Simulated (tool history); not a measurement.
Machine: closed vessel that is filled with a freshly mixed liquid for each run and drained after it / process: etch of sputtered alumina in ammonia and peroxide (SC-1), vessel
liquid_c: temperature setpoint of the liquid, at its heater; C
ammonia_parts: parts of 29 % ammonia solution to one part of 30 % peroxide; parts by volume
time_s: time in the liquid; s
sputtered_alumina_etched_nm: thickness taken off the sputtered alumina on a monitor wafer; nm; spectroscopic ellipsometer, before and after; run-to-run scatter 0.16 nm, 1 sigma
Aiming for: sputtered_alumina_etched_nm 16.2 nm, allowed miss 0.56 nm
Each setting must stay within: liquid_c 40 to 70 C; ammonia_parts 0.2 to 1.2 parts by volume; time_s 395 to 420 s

run,hour,liquid_c,ammonia_parts,time_s,sputtered_alumina_etched_nm
1,0,56,0.7,395,36.069
2,7.6,56,0.7,395,36.194
3,13.3,49,0.7,395,24.897
4,15.8,49,0.7,395,24.976
5,21.3,49,0.7,420,26.605
6,27.3,48,0.7,420,24.927
7,35.6,47,0.7,420,23.798
8,38.5,47,0.7,420,23.975
9,39.6,47,0.7,420,23.551
10,46.1,46,0.7,420,22.554
11,54.2,45.5,0.7,420,21.859
12,60.5,45,0.7,420,21.113
13,61.7,44.5,0.7,420,20.431
14,66.3,44,0.7,420,19.631
15,70.1,43.5,0.7,420,19.666
16,74.8,43,0.7,420,18.916

Exercise: of the 4 proposed moves below, exactly one satisfies all targets within the stated allowed misses. Which move is it?
A,79.5,46.5,0.7,420,?
B,79.5,41.5,0.75,395,?
C,79.5,46,0.85,420,?
D,79.5,46.5,0.75,420,?

move,sputtered_alumina_etched_nm
A,23.346
B,16.592
C,23.12
D,23.5
A: misses by more than the last run did
B: each result inside its tolerance
C: misses by more than the last run did
D: misses by more than the last run did
Go with B: it meets all targets.
